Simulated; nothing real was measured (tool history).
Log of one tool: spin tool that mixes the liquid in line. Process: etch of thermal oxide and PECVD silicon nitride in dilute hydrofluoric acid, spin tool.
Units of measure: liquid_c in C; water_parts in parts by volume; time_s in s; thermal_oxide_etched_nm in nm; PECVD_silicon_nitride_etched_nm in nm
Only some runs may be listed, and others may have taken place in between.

run  hour  liquid_c  water_parts  time_s  thermal_oxide_etched_nm  PECVD_silicon_nitride_etched_nm
  1   0.0      23.0           85     180                   8.8966                           9.7612
  2   3.2      23.0           85     215                  10.5210                          11.5900
  3   5.2      21.5          105     210                   7.8011                           8.2901
  4  13.0      21.5          120     210                   6.7397                           7.2125
  5  14.6      21.0          130     190                   5.4442                           5.8801
  6  19.3      19.5          130     190                   5.0821                           5.3435
  7  25.1      19.0          135     180                   4.5070                           4.7323
  8  31.4      18.5          140     175                   4.0858                           4.3253
  9  37.6      18.0          145     170                   3.7807                           3.8667
 10  45.2      18.5          150     140                   2.9973                           3.2182

Run 11 is up next; what results do you expect?
 11  53.3      18.0          150     140                        ?                                ?

{"run 11": {"thermal_oxide_etched_nm": 3.0042, "PECVD_silicon_nitride_etched_nm": 3.1452}}

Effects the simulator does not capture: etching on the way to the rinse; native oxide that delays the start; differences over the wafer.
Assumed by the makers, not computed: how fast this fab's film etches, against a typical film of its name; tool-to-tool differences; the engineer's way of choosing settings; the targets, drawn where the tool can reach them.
